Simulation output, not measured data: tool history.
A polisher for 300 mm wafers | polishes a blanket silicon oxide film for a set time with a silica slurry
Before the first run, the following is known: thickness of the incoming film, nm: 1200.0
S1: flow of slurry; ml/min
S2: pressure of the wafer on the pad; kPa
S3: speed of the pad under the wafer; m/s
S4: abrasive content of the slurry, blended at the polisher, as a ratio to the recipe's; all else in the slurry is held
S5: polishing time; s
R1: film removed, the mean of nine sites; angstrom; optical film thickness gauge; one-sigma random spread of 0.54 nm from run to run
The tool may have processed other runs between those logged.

run 1 day=0.000 | S1=155 S2=22.1 S3=1.06 S4=1.00 S5=29 | R1=557.43
run 2 day=0.342 | S1=155 S2=22.1 S3=1.06 S4=1.15 S5=29 | R1=591.71
run 3 day=0.667 | S1=155 S2=21.4 S3=1.06 S4=1.15 S5=29 | R1=566.72
run 4 day=0.721 | S1=190 S2=21.4 S3=1.06 S4=1.15 S5=29 | R1=601.35
run 5 day=1.017 | S1=190 S2=21.4 S3=1.32 S4=1.15 S5=29 | R1=700.78
run 6 day=1.042 | S1=155 S2=21.4 S3=1.32 S4=1.15 S5=29 | R1=679.90

What will run 7 give?
run 7 day=1.154 | S1=155 S2=21.4 S3=1.32 S4=1.15 S5=29 | R1=?

{"run 7": {"R1": 691.23}}
